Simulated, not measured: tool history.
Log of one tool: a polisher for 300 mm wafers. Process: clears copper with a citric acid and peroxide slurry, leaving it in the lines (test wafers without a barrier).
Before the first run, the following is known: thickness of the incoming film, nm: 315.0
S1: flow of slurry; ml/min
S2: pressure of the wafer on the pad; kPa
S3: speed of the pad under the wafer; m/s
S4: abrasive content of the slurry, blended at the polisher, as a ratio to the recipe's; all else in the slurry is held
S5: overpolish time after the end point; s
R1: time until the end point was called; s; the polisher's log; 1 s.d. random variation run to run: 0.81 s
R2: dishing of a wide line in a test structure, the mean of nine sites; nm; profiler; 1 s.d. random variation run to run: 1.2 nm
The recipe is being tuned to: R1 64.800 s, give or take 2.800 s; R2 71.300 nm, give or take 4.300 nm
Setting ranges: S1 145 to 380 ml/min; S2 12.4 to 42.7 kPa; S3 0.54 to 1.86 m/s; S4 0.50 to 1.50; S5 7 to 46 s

Run 1, hour 0.0: S1 245 ml/min, S2 27.6 kPa, S3 1.18 m/s, S4 1.00, S5 24 s. Result: R1 103.190 s, R2 53.285 nm.
Run 2, hour 1.0: S1 245 ml/min, S2 27.6 kPa, S3 1.02 m/s, S4 1.00, S5 24 s. Result: R1 117.760 s, R2 48.627 nm.
Run 3, hour 1.7: S1 280 ml/min, S2 27.6 kPa, S3 1.02 m/s, S4 1.00, S5 24 s. Result: R1 118.790 s, R2 48.197 nm.
Run 4, hour 6.3: S1 280 ml/min, S2 27.6 kPa, S3 0.76 m/s, S4 1.00, S5 24 s. Result: R1 157.760 s, R2 37.341 nm.
Run 5, hour 10.3: S1 280 ml/min, S2 30.3 kPa, S3 0.82 m/s, S4 1.00, S5 23 s. Result: R1 135.200 s, R2 41.810 nm.
Run 6, hour 14.3: S1 280 ml/min, S2 32.4 kPa, S3 0.88 m/s, S4 1.00, S5 22 s. Result: R1 118.440 s, R2 43.456 nm.
Run 7, hour 17.2: S1 280 ml/min, S2 33.8 kPa, S3 0.92 m/s, S4 1.00, S5 22 s. Result: R1 110.190 s, R2 47.197 nm.
Run 8, hour 25.1: S1 280 ml/min, S2 35.2 kPa, S3 0.96 m/s, S4 1.00, S5 22 s. Result: R1 102.870 s, R2 49.548 nm.
Run 9, hour 28.0: S1 280 ml/min, S2 36.5 kPa, S3 1.00 m/s, S4 1.00, S5 22 s. Result: R1 95.826 s, R2 55.448 nm.
Run 10, hour 31.6: S1 280 ml/min, S2 37.2 kPa, S3 1.04 m/s, S4 1.00, S5 21 s. Result: R1 90.765 s, R2 54.005 nm.
Run 11, hour 39.7: S1 280 ml/min, S2 37.9 kPa, S3 1.08 m/s, S4 1.00, S5 21 s. Result: R1 85.777 s, R2 56.125 nm.
Run 12, hour 42.1: S1 280 ml/min, S2 38.6 kPa, S3 1.10 m/s, S4 1.00, S5 21 s. Result: R1 82.172 s, R2 55.993 nm.
Run 13, hour 45.6: S1 285 ml/min, S2 42.7 kPa, S3 1.22 m/s, S4 1.00, S5 23 s. Result: R1 67.557 s, R2 72.119 nm.

Below are 4 possible settings for the next run. Only one of them brings all results inside the allowed miss of their targets. Which is it?
Run A, hour 49.1: S1 290 ml/min, S2 39.3 kPa, S3 1.20 m/s, S4 1.05, S5 23 s. Result: R1 ?, R2 ?.
Run B, hour 49.1: S1 320 ml/min, S2 42.1 kPa, S3 1.28 m/s, S4 0.95, S5 25 s. Result: R1 ?, R2 ?.
Run C, hour 49.1: S1 265 ml/min, S2 37.2 kPa, S3 1.38 m/s, S4 0.75, S5 25 s. Result: R1 ?, R2 ?.
Run D, hour 49.1: S1 290 ml/min, S2 42.7 kPa, S3 1.28 m/s, S4 1.00, S5 21 s. Result: R1 ?, R2 ?.

move      R1      R2
   A  74.333  69.401
   B  66.376  81.292
   C  71.859  75.964
   D  65.473  71.684
A: further off than the last run
B: corrects the largest miss of the last run, while another result sits out of spec
C: further off than the last run
D: hits every target within its allowed miss
The move that meets every target is D.

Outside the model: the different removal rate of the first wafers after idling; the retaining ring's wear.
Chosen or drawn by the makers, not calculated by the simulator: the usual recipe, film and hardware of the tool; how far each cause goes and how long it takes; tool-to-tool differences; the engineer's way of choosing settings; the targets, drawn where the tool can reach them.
